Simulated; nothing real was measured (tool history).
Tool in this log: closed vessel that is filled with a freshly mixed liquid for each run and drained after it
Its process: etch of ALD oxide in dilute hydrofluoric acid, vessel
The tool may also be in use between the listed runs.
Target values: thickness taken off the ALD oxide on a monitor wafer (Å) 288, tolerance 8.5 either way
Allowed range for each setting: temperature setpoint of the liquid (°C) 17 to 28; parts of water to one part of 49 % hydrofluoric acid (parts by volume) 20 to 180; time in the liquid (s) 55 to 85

run	hour	temperature setpoint of the liquid (°C)	parts of water to one part of 49 % hydrofluoric acid (parts by volume)	time in the liquid (s)	thickness taken off the ALD oxide on a monitor wafer (Å)
1	0	20	100	85	184.8
2	7.6	20	100	55	119.57
3	9.9	21	95	55	129.89
4	12.3	21	95	55	131.44
5	18.3	21	125	55	96.14
6	21.8	21	125	55	96.328
7	30.7	21	110	55	110.71
8	33.4	20.5	100	55	121.36
9	39.1	20.5	90	55	134.95
10	47.2	20.5	80	55	155.68
11	54.9	24.5	50	55	300.66
12	61	24	50	55	298.36

Next run, 4 choices. One meets every target within its allowed miss, the rest don't. Which?
A	67.1	24	70	70	?
B	67.1	21	70	80	?
C	67.1	26.5	60	55	?
D	67.1	23	50	55	?

move	thickness taken off the ALD oxide on a monitor wafer (Å)
A	265.01
B	267.79
C	272.26
D	287.12
A: moves the result that the last run missed by most past its target, out the other side
B: moves the result that the last run missed by most past its target, out the other side
C: moves the result that the last run missed by most past its target, out the other side
D: every result within its allowed miss
The move that meets every target is D.
